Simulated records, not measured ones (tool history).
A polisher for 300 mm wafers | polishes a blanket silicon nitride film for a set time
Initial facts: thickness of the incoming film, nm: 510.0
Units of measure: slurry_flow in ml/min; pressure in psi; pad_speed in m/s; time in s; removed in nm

Run 1, day 0: slurry_flow 215 ml/min, pressure 3.5 psi, pad_speed 1.08 m/s, time 44 s. Result: removed 93.677 nm.
Run 2, day 0.225: slurry_flow 185 ml/min, pressure 3.5 psi, pad_speed 1.08 m/s, time 44 s. Result: removed 91.76 nm.
Run 3, day 0.329: slurry_flow 135 ml/min, pressure 3.5 psi, pad_speed 1.08 m/s, time 44 s. Result: removed 85.97 nm.
Run 4, day 0.588: slurry_flow 165 ml/min, pressure 3.7 psi, pad_speed 1.08 m/s, time 44 s. Result: removed 95.08 nm.
Run 5, day 0.904: slurry_flow 190 ml/min, pressure 3.8 psi, pad_speed 1.08 m/s, time 44 s. Result: removed 98.501 nm.
Run 6, day 1.146: slurry_flow 145 ml/min, pressure 3.8 psi, pad_speed 1.08 m/s, time 44 s. Result: removed 95.869 nm.

The next listed run, before its measurement:
Run 7, day 1.471: slurry_flow 165 ml/min, pressure 3.9 psi, pad_speed 1.08 m/s, time 44 s. Result: removed ?.

Logged for run 7: removed 99.481 nm.
